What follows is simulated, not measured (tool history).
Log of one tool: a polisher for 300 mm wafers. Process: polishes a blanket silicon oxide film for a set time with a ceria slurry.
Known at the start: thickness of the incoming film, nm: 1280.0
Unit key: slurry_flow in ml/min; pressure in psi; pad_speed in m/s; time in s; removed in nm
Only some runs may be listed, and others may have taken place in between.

run	hour	slurry_flow	pressure	pad_speed	time	removed
1	0	250	3.4	0.92	28	104.66
2	8.1	210	3.4	0.92	28	103.3
3	14.2	175	3.4	0.92	28	100.08
4	21	175	3.4	0.92	25	88.894
5	25.1	205	3.5	0.92	25	94.49
6	33.2	225	3.6	0.92	25	97.137
7	36.4	235	3.8	0.92	25	105.47

Run 8, settings as shown, results not yet in. Your forecast:
8	45.2	250	3.9	0.92	25	?

{"run 8": {"removed": 107.47}}

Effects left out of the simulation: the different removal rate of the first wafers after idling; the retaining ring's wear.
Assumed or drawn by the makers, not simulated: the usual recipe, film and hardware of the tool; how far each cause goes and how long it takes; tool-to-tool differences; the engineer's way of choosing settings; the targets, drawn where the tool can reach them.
